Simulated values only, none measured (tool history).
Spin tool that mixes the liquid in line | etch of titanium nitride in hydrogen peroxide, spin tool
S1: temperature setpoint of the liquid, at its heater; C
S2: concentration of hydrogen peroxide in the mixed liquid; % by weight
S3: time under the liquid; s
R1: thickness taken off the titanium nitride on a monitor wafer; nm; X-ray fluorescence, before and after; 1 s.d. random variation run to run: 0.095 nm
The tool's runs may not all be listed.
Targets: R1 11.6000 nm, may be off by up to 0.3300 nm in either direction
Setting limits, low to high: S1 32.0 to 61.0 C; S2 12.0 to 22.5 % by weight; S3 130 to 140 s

{"run": 1, "hour": 0.0, "S1": 45.0, "S2": 15.5, "S3": 130, "R1": 6.3153}
{"run": 2, "hour": 7.4, "S1": 45.0, "S2": 13.0, "S3": 130, "R1": 5.9502}
{"run": 3, "hour": 11.4, "S1": 45.0, "S2": 14.5, "S3": 130, "R1": 6.0993}
{"run": 4, "hour": 20.0, "S1": 47.5, "S2": 14.5, "S3": 130, "R1": 7.2741}
{"run": 5, "hour": 22.9, "S1": 49.5, "S2": 14.5, "S3": 130, "R1": 8.3607}
{"run": 6, "hour": 29.7, "S1": 51.0, "S2": 14.5, "S3": 130, "R1": 9.4137}
{"run": 7, "hour": 38.2, "S1": 52.0, "S2": 14.5, "S3": 130, "R1": 10.213}
{"run": 8, "hour": 45.3, "S1": 52.5, "S2": 14.5, "S3": 130, "R1": 10.546}
{"run": 9, "hour": 49.7, "S1": 53.0, "S2": 14.5, "S3": 130, "R1": 10.799}

Pick the move, out of 4, that brings all results within their allowed miss; only one does.
{"run": "A", "hour": 54.1, "S1": 52.5, "S2": 15.5, "S3": 140, "R1": "?"}
{"run": "B", "hour": 54.1, "S1": 54.5, "S2": 14.0, "S3": 135, "R1": "?"}
{"run": "C", "hour": 54.1, "S1": 52.5, "S2": 15.0, "S3": 130, "R1": "?"}
{"run": "D", "hour": 54.1, "S1": 52.5, "S2": 20.5, "S3": 140, "R1": "?"}

move=A R1=11.5890
move=B R1=12.6000
move=C R1=10.6880
move=D R1=12.2990
A: every result within its allowed miss
B: takes the result that was furthest off past its target
C: its largest miss is bigger than the last run's
D: takes the result that was furthest off past its target
Correct choice: A, which meets every target
